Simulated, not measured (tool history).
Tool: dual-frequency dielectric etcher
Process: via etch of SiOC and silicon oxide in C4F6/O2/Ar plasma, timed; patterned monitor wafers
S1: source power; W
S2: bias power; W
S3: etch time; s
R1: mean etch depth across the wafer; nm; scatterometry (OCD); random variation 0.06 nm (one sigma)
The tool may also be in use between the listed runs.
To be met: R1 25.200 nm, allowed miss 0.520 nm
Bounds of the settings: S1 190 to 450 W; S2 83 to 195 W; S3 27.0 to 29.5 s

run	hour	S1	S2	S3	R1
1	0.0	320	139	29.5	28.657
2	1.1	320	139	27.0	26.297
3	4.8	320	150	27.0	26.955
4	6.3	350	150	27.0	28.389
5	9.4	320	150	27.0	26.909
6	15.1	320	150	29.5	29.435
7	19.5	290	148	29.5	27.636
8	23.4	280	147	29.5	27.032
9	31.2	230	142	29.5	23.539
10	37.2	240	142	29.5	24.170

Which of these 4 next moves meets every target?
A	43.2	310	111	28.5	?
B	43.2	250	147	28.5	?
C	43.2	270	114	29.0	?
D	43.2	250	144	28.0	?

move	R1
A	25.263
B	24.288
C	23.842
D	23.694
A: meets every target
B: nearer than the last run, and not there yet
C: further off than the last run
D: further off than the last run
The right move is A.
